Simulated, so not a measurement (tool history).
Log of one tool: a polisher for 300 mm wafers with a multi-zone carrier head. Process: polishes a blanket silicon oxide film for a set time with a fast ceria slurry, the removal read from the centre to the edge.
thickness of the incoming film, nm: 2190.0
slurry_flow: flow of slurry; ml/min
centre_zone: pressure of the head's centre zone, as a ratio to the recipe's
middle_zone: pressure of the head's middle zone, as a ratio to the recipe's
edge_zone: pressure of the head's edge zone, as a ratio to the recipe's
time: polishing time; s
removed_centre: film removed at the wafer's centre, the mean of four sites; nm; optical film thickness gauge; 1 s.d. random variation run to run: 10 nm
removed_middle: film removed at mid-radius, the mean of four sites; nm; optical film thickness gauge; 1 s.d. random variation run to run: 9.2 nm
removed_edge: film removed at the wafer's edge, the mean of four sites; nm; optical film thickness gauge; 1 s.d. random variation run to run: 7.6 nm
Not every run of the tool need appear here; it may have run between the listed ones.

| run | hour | slurry_flow | centre_zone | middle_zone | edge_zone | time | removed_centre | removed_middle | removed_edge |
|---|---|---|---|---|---|---|---|---|---|
| 1 | 0 | 280 | 1 | 1 | 1 | 45 | 577.19 | 592.4 | 615.01 |
| 2 | 0.9 | 280 | 0.95 | 1 | 1 | 45 | 560.9 | 594.44 | 627.83 |
| 3 | 6.8 | 290 | 0.96 | 1.02 | 1.03 | 48 | 618.19 | 645.63 | 663.28 |
| 4 | 9.2 | 290 | 1.03 | 1.02 | 1.03 | 48 | 661.49 | 630.82 | 667.25 |
| 5 | 11 | 290 | 1.03 | 1.02 | 0.95 | 48 | 646.07 | 644.21 | 634.1 |
| 6 | 14.7 | 290 | 1.08 | 1.02 | 0.95 | 48 | 693.87 | 641.62 | 641.25 |
| 7 | 16.4 | 285 | 1.04 | 1.04 | 0.99 | 50 | 661.28 | 667.12 | 670.73 |
| 8 | 24.9 | 300 | 1.01 | 1.05 | 1.02 | 52 | 687.95 | 709.2 | 713.86 |

Predict the results of run 9:
| 9 | 33.9 | 305 | 0.99 | 1.05 | 1.04 | 53 | ? | ? | ? |

{"run 9": {"removed_centre": 675.28, "removed_middle": 721.97, "removed_edge": 744.48}}
